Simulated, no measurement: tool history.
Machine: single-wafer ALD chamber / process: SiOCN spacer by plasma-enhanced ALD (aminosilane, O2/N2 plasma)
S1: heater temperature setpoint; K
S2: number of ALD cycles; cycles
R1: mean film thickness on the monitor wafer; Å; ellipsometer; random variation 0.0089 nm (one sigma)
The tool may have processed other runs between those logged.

run	hour	S1	S2	R1
1	0.0	688.15	47	32.016
2	2.5	691.15	47	32.058
3	11.1	693.15	46	30.937
4	18.2	695.15	46	30.879
5	22.8	686.15	46	31.976
6	31.8	686.15	51	35.369
7	38.6	691.15	50	33.796

Forecast run 8:
8	46.9	695.15	49	?

{"run 8": {"R1": 32.628}}
